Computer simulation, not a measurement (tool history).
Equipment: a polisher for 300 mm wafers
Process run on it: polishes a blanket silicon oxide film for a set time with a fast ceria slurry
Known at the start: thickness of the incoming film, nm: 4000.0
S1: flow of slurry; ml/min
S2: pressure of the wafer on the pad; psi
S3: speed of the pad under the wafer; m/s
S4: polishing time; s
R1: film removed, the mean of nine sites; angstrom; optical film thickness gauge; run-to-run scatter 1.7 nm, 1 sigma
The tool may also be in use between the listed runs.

run  hour   S1   S2    S3  S4      R1
  1   0.0  175  1.7  1.22  40  3800.7
  2   0.9  130  1.7  1.22  40  3648.7
  3   8.6  115  1.7  1.22  40  3492.7
  4  11.9  105  1.7  1.22  40  3426.1
  5  20.0  105  1.6  1.22  40  3241.5
  6  22.7  105  1.5  1.22  40  3113.3
  7  27.0  105  1.5  1.22  40  3055.3
  8  34.2  105  1.4  1.22  40  2865.7
  9  40.9  105  0.9  1.20  40  1835.3
 10  43.1  140  1.0  1.20  40  2174.7
 11  47.9  135  1.0  1.20  40  2178.2

What does the tool deliver on the next run?
 12  56.8  130  0.9  1.20  40   ?

Run 12 gave R1 1971.4 angstrom.
